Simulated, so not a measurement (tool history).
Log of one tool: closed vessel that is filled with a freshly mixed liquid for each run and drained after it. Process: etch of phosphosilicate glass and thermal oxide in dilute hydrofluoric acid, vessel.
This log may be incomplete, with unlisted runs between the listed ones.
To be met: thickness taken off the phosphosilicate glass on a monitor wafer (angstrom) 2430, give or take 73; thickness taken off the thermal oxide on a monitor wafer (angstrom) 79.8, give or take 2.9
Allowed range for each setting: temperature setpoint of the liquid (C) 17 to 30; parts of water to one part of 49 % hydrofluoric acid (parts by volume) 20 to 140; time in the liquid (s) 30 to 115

| run | hour | temperature setpoint of the liquid (C) | parts of water to one part of 49 % hydrofluoric acid (parts by volume) | time in the liquid (s) | thickness taken off the phosphosilicate glass on a monitor wafer (angstrom) | thickness taken off the thermal oxide on a monitor wafer (angstrom) |
|---|---|---|---|---|---|---|
| 1 | 0 | 22 | 75 | 60 | 1128.4 | 37.594 |
| 2 | 5.4 | 22 | 60 | 60 | 1439.4 | 46.819 |
| 3 | 14 | 22 | 60 | 70 | 1684 | 55.201 |
| 4 | 20.2 | 23.5 | 60 | 70 | 1783.7 | 59.209 |
| 5 | 24.5 | 24.5 | 60 | 70 | 1860.6 | 61.76 |
| 6 | 29.7 | 25.5 | 60 | 70 | 1935.7 | 64.089 |
| 7 | 32.2 | 25.5 | 60 | 70 | 1939.5 | 65.081 |
| 8 | 35.7 | 26 | 60 | 70 | 1975.4 | 65.472 |
| 9 | 44.5 | 26.5 | 60 | 70 | 2032.3 | 66.943 |
| 10 | 50.4 | 26.5 | 60 | 70 | 2021.2 | 66.429 |
| 11 | 55.7 | 30 | 55 | 70 | 2542.7 | 83.837 |

5 candidate next runs follow, results not yet known. Just one meets every target within its allowed miss. Identify it.
| A | 61 | 28 | 50 | 70 | ? | ? |
| B | 61 | 30 | 75 | 95 | ? | ? |
| C | 61 | 30 | 85 | 115 | ? | ? |
| D | 61 | 30 | 60 | 80 | ? | ? |
| E | 61 | 28.5 | 70 | 100 | ? | ? |

| move | thickness taken off the phosphosilicate glass on a monitor wafer (angstrom) | thickness taken off the thermal oxide on a monitor wafer (angstrom) |
|---|---|---|
| A | 2617.4 | 86.331 |
| B | 2468.4 | 81.415 |
| C | 2598.3 | 85.699 |
| D | 2657.2 | 87.641 |
| E | 2646.2 | 87.279 |
A: misses by more than the last run did
B: all results in spec
C: misses by more than the last run did
D: misses by more than the last run did
E: misses by more than the last run did
Answer: B
